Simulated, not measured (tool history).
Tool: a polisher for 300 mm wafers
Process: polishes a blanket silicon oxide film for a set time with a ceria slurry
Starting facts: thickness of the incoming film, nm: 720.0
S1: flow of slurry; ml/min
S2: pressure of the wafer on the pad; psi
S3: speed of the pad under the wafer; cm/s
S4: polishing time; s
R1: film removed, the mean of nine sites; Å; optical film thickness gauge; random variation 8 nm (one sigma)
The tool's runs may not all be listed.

Run 1, hour 0: S1 235 ml/min, S2 4.2 psi, S3 100 cm/s, S4 57 s. Result: R1 3824.1 Å.
Run 2, hour 3.5: S1 235 ml/min, S2 4.2 psi, S3 124 cm/s, S4 57 s. Result: R1 4694.9 Å.
Run 3, hour 8: S1 235 ml/min, S2 3.6 psi, S3 124 cm/s, S4 57 s. Result: R1 4060.4 Å.
Run 4, hour 12.4: S1 235 ml/min, S2 4.2 psi, S3 124 cm/s, S4 57 s. Result: R1 4750.7 Å.
Run 5, hour 19.2: S1 235 ml/min, S2 4.6 psi, S3 124 cm/s, S4 57 s. Result: R1 5143 Å.
Run 6, hour 21.3: S1 235 ml/min, S2 5 psi, S3 124 cm/s, S4 57 s. Result: R1 5581.5 Å.
Run 7, hour 24.4: S1 235 ml/min, S2 5.3 psi, S3 124 cm/s, S4 57 s. Result: R1 5906.8 Å.
Run 8, hour 30.6: S1 235 ml/min, S2 5.5 psi, S3 124 cm/s, S4 57 s. Result: R1 6149.3 Å.

Expected results for the next run?
Run 9, hour 39.5: S1 235 ml/min, S2 5.6 psi, S3 124 cm/s, S4 57 s. Result: R1 ?.

R1: 6322.2 Å

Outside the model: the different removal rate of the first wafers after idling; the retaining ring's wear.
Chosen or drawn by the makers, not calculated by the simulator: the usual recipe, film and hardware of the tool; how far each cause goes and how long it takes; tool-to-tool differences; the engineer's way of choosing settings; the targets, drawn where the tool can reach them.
